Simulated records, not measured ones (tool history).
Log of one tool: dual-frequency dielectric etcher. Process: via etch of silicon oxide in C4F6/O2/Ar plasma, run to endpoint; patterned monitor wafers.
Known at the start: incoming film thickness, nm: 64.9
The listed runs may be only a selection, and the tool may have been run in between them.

Run 1, hour 0.0: bias power (W) 483, source power (W) 320, Ar flow (sccm) 317. Result: endpoint time (s) 14.667.
Run 2, hour 5.4: bias power (W) 529, source power (W) 330, Ar flow (sccm) 314. Result: endpoint time (s) 13.959.
Run 3, hour 6.2: bias power (W) 529, source power (W) 330, Ar flow (sccm) 292. Result: endpoint time (s) 13.779.
Run 4, hour 10.3: bias power (W) 529, source power (W) 330, Ar flow (sccm) 329. Result: endpoint time (s) 13.983.
Run 5, hour 19.0: bias power (W) 561, source power (W) 340, Ar flow (sccm) 328. Result: endpoint time (s) 13.413.
Run 6, hour 25.7: bias power (W) 581, source power (W) 340, Ar flow (sccm) 327. Result: endpoint time (s) 13.244.

Expected results for the next run?
Run 7, hour 34.6: bias power (W) 598, source power (W) 340, Ar flow (sccm) 326. Result: endpoint time (s) ?.

Run 7 yielded endpoint time (s) 13.124.
